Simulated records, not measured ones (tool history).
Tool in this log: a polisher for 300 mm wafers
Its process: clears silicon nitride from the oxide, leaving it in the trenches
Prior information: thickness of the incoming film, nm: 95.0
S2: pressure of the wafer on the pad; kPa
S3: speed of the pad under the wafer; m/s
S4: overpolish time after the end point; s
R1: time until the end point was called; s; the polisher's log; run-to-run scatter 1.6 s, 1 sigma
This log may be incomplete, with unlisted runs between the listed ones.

Run 1, hour 0: flow of slurry (ml/min) 220, S2 18.6 kPa, S3 1.22 m/s, S4 9 s. Result: R1 84.315 s.
Run 2, hour 8.6: flow of slurry (ml/min) 170, S2 18.6 kPa, S3 1.22 m/s, S4 9 s. Result: R1 87.451 s.
Run 3, hour 9.5: flow of slurry (ml/min) 170, S2 18.6 kPa, S3 1.04 m/s, S4 9 s. Result: R1 100.49 s.
Run 4, hour 12.8: flow of slurry (ml/min) 170, S2 17.9 kPa, S3 1.04 m/s, S4 9 s. Result: R1 102.43 s.
Run 5, hour 13.7: flow of slurry (ml/min) 170, S2 17.2 kPa, S3 1.04 m/s, S4 9 s. Result: R1 105.85 s.
Run 6, hour 20: flow of slurry (ml/min) 190, S2 17.2 kPa, S3 1.04 m/s, S4 9 s. Result: R1 105.16 s.
Run 7, hour 25.7: flow of slurry (ml/min) 190, S2 16.5 kPa, S3 1.04 m/s, S4 9 s. Result: R1 106.25 s.
Run 8, hour 27.1: flow of slurry (ml/min) 190, S2 15.9 kPa, S3 1.04 m/s, S4 9 s. Result: R1 108.75 s.
Run 9, hour 28.4: flow of slurry (ml/min) 190, S2 15.2 kPa, S3 1.04 m/s, S4 9 s. Result: R1 113.01 s.

Expected results for the next run?
Run 10, hour 30.7: flow of slurry (ml/min) 190, S2 14.5 kPa, S3 1.04 m/s, S4 9 s. Result: R1 ?.

Run 10 measured R1 116.44 s.
